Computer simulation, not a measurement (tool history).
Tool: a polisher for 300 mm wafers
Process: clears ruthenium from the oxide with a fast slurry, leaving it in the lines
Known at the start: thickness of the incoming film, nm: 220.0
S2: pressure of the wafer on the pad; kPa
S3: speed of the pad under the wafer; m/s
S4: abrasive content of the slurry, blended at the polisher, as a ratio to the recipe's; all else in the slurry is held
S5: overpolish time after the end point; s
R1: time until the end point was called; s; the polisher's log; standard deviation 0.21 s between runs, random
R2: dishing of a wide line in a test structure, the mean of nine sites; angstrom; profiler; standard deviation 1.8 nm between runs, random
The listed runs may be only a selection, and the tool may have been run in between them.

{"run": 1, "hour": 0.0, "flow of slurry (ml/min)": 190, "S2": 22.1, "S3": 0.94, "S4": 1.0, "S5": 16, "R1": 47.887, "R2": 574.68}
{"run": 2, "hour": 2.9, "flow of slurry (ml/min)": 190, "S2": 22.1, "S3": 0.94, "S4": 1.15, "S5": 16, "R1": 45.616, "R2": 590.56}
{"run": 3, "hour": 6.3, "flow of slurry (ml/min)": 190, "S2": 23.4, "S3": 0.94, "S4": 1.15, "S5": 17, "R1": 43.119, "R2": 665.01}
{"run": 4, "hour": 8.9, "flow of slurry (ml/min)": 190, "S2": 23.4, "S3": 0.94, "S4": 1.05, "S5": 17, "R1": 44.801, "R2": 656.2}
{"run": 5, "hour": 11.6, "flow of slurry (ml/min)": 150, "S2": 23.4, "S3": 0.94, "S4": 1.05, "S5": 17, "R1": 46.059, "R2": 623.4}
{"run": 6, "hour": 18.9, "flow of slurry (ml/min)": 150, "S2": 23.4, "S3": 1.14, "S4": 1.05, "S5": 17, "R1": 38.655, "R2": 724.55}
{"run": 7, "hour": 20.7, "flow of slurry (ml/min)": 155, "S2": 24.1, "S3": 1.14, "S4": 1.05, "S5": 17, "R1": 37.903, "R2": 746.67}

Run 8 comes next. What will it give?
{"run": 8, "hour": 23.7, "flow of slurry (ml/min)": 160, "S2": 25.5, "S3": 1.14, "S4": 1.05, "S5": 17, "R1": "?", "R2": "?"}

{"run 8": {"R1": 35.361, "R2": 770.01}}
